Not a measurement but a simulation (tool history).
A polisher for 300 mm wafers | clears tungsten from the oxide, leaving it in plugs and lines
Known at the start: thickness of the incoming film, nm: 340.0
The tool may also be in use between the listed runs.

run  hour  flow of slurry (ml/min)  pressure of the wafer on the pad (kPa)  speed of the pad under the wafer (m/s)  abrasive content of the slurry  overpolish time after the end point (s)  time until the end point was called (s)
  1     0                      295                                    30.3                                     1.4                               1                                       12                                   35.889
  2   2.6                      295                                    26.2                                     1.4                               1                                       12                                   41.149
  3   5.1                      295                                    26.2                                     1.4                               1                                       12                                   40.841
  4  11.7                      295                                    29.6                                    1.42                               1                                       12                                   35.288
  5  13.7                      250                                    29.6                                    1.42                               1                                       12                                   36.031
  6  20.1                      250                                    29.6                                    1.42                             1.2                                       12                                    34.33

The next listed run, before its measurement:
  7  23.6                      250                                    32.4                                    1.42                             1.2                                       12                                        ?

{"run 7": {"time until the end point was called (s)": 31.373}}
